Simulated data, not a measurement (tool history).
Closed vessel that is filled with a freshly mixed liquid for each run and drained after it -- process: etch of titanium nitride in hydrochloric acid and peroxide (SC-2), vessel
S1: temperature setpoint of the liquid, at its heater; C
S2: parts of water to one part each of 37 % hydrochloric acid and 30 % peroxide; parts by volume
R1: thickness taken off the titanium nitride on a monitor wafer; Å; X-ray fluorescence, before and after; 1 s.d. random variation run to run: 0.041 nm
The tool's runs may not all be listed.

Run 1, day 0.000: S1 51.0 C, S2 9 parts by volume, time in the liquid (s) 365. Result: R1 76.840 Å.
Run 2, day 0.212: S1 47.5 C, S2 9 parts by volume, time in the liquid (s) 365. Result: R1 59.234 Å.
Run 3, day 0.362: S1 47.5 C, S2 6 parts by volume, time in the liquid (s) 365. Result: R1 83.229 Å.
Run 4, day 0.454: S1 46.5 C, S2 6 parts by volume, time in the liquid (s) 365. Result: R1 77.301 Å.
Run 5, day 0.812: S1 52.5 C, S2 6 parts by volume, time in the liquid (s) 365. Result: R1 117.220 Å.
Run 6, day 0.908: S1 49.5 C, S2 6 parts by volume, time in the liquid (s) 365. Result: R1 96.249 Å.
At day 1.108: chemicals flow meter replaced.
Run 7, day 1.108: S1 48.0 C, S2 6 parts by volume, time in the liquid (s) 365. Result: R1 90.217 Å.
Run 8, day 1.192: S1 46.5 C, S2 6 parts by volume, time in the liquid (s) 365. Result: R1 79.666 Å.

Predict the results of run 9:
Run 9, day 1.342: S1 45.5 C, S2 6 parts by volume, time in the liquid (s) 365. Result: R1 ?.

Run 9 measured R1 76.150 Å.
